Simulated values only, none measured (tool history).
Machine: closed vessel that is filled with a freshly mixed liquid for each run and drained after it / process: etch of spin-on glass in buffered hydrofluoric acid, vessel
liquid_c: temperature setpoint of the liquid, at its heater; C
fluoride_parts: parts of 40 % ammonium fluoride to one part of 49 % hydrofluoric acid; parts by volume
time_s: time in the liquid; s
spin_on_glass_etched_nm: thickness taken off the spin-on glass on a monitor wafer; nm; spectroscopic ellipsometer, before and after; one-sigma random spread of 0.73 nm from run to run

run 1 hour=0 | liquid_c=22 fluoride_parts=21 time_s=85 | spin_on_glass_etched_nm=118.09
run 2 hour=4.2 | liquid_c=20.5 fluoride_parts=21.5 time_s=85 | spin_on_glass_etched_nm=106.27
run 3 hour=7.9 | liquid_c=22.5 fluoride_parts=21.5 time_s=85 | spin_on_glass_etched_nm=118.4
run 4 hour=16.5 | liquid_c=25 fluoride_parts=21.5 time_s=85 | spin_on_glass_etched_nm=135.36
run 5 hour=18.8 | liquid_c=23 fluoride_parts=22 time_s=85 | spin_on_glass_etched_nm=121.54
run 6 hour=21.1 | liquid_c=21.5 fluoride_parts=22.5 time_s=85 | spin_on_glass_etched_nm=109.87
run 7 hour=28.3 | liquid_c=20.5 fluoride_parts=23 time_s=85 | spin_on_glass_etched_nm=103.39
run 8 hour=32.8 | liquid_c=19.5 fluoride_parts=23.5 time_s=85 | spin_on_glass_etched_nm=93.938
run 9 hour=35.2 | liquid_c=19 fluoride_parts=23.5 time_s=85 | spin_on_glass_etched_nm=92.73

For run 10, what comes out?
run 10 hour=37.7 | liquid_c=18.5 fluoride_parts=23.5 time_s=85 | spin_on_glass_etched_nm=?

Run 10 produced spin_on_glass_etched_nm 89.359 nm.
